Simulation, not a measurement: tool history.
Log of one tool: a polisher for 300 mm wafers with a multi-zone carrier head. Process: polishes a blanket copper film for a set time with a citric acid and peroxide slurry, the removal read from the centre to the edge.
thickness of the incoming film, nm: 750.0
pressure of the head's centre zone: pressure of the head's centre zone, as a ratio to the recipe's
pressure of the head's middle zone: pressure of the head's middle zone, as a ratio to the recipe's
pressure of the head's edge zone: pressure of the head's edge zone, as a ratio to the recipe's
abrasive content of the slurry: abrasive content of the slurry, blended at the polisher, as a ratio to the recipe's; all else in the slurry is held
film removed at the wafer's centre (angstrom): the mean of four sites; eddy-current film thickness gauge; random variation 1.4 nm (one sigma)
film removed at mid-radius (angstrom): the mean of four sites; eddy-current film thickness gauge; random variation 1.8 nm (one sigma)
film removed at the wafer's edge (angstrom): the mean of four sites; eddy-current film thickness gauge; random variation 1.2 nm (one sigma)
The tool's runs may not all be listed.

| run | day | flow of slurry (ml/min) | pressure of the head's centre zone | pressure of the head's middle zone | pressure of the head's edge zone | abrasive content of the slurry | polishing time (s) | film removed at the wafer's centre (angstrom) | film removed at mid-radius (angstrom) | film removed at the wafer's edge (angstrom) |
|---|---|---|---|---|---|---|---|---|---|---|
| 1 | 0.000 | 300 | 1.00 | 1.00 | 1.00 | 1.00 | 50 | 1452.20 | 1443.5 | 1483.8 |
| 2 | 0.221 | 300 | 1.06 | 1.00 | 1.00 | 1.00 | 50 | 1526.00 | 1453.9 | 1473.6 |
| 3 | 0.383 | 300 | 1.04 | 1.02 | 0.99 | 0.95 | 49 | 1469.30 | 1421.8 | 1423.1 |
| 4 | 0.729 | 300 | 1.04 | 1.02 | 0.99 | 0.80 | 49 | 1456.70 | 1353.7 | 1394.8 |
| 5 | 0.792 | 300 | 1.04 | 1.02 | 0.99 | 0.95 | 49 | 1495.40 | 1436.6 | 1428.5 |
| 6 | 1.050 | 300 | 1.04 | 1.02 | 0.93 | 0.95 | 49 | 1473.10 | 1430.8 | 1396.2 |
| 7 | 1.379 | 300 | 1.02 | 1.04 | 0.92 | 0.95 | 48 | 1404.80 | 1425.8 | 1337.0 |
| 8 | 1.583 | 285 | 0.92 | 1.08 | 0.88 | 0.70 | 44 | 1102.90 | 1240.8 | 1114.0 |
| 9 | 1.892 | 285 | 0.91 | 1.08 | 0.88 | 0.70 | 44 | 1106.70 | 1277.8 | 1132.6 |
| 10 | 2.171 | 285 | 0.90 | 1.08 | 0.88 | 0.70 | 44 | 1073.30 | 1255.6 | 1140.0 |

Forecast run 11:
| 11 | 2.446 | 280 | 0.83 | 1.14 | 0.82 | 0.55 | 43 | ? | ? | ? |

{"run 11": {"film removed at the wafer's centre (angstrom)": 911.28, "film removed at mid-radius (angstrom)": 1223.3, "film removed at the wafer's edge (angstrom)": 1016.9}}
